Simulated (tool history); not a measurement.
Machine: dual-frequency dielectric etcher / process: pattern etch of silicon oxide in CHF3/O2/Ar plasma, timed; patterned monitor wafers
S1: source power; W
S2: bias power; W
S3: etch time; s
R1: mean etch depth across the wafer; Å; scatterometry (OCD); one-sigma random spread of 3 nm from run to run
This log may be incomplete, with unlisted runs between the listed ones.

{"run": 1, "day": 0.0, "S1": 610, "S2": 173, "S3": 314.0, "R1": 6567.0}
{"run": 2, "day": 0.158, "S1": 580, "S2": 171, "S3": 313.5, "R1": 6444.6}
{"run": 3, "day": 0.529, "S1": 580, "S2": 171, "S3": 314.0, "R1": 6402.8}
{"run": 4, "day": 0.558, "S1": 580, "S2": 156, "S3": 314.0, "R1": 6254.3}
{"run": 5, "day": 0.617, "S1": 560, "S2": 155, "S3": 314.0, "R1": 6196.4}
{"run": 6, "day": 0.733, "S1": 540, "S2": 153, "S3": 313.5, "R1": 6050.4}

Expected results for the next run?
{"run": 7, "day": 1.046, "S1": 530, "S2": 152, "S3": 313.5, "R1": "?"}

{"run 7": {"R1": 6017.7}}
